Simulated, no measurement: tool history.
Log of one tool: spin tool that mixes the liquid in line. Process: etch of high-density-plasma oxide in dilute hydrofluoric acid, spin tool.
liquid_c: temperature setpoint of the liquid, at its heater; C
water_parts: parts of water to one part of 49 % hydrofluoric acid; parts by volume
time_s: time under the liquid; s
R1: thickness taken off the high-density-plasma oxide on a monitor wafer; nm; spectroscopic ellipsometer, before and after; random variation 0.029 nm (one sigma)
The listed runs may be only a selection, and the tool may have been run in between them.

{"run": 1, "hour": 0.0, "liquid_c": 22, "water_parts": 245, "time_s": 75, "R1": 1.527}
{"run": 2, "hour": 5.2, "liquid_c": 22, "water_parts": 245, "time_s": 75, "R1": 1.4989}
{"run": 3, "hour": 13.8, "liquid_c": 24, "water_parts": 220, "time_s": 75, "R1": 1.834}
{"run": 4, "hour": 15.6, "liquid_c": 25.5, "water_parts": 200, "time_s": 75, "R1": 2.1899}
{"run": 5, "hour": 24.2, "liquid_c": 28.5, "water_parts": 200, "time_s": 75, "R1": 2.4616}
{"run": 6, "hour": 24.9, "liquid_c": 28.5, "water_parts": 135, "time_s": 75, "R1": 3.9241}
{"run": 7, "hour": 31.8, "liquid_c": 27.5, "water_parts": 135, "time_s": 75, "R1": 3.8207}
{"run": 8, "hour": 38.3, "liquid_c": 26.5, "water_parts": 135, "time_s": 75, "R1": 3.6502}

What will run 9 give?
{"run": 9, "hour": 40.8, "liquid_c": 26, "water_parts": 135, "time_s": 75, "R1": "?"}

Run 9 yielded R1 3.5728 nm.

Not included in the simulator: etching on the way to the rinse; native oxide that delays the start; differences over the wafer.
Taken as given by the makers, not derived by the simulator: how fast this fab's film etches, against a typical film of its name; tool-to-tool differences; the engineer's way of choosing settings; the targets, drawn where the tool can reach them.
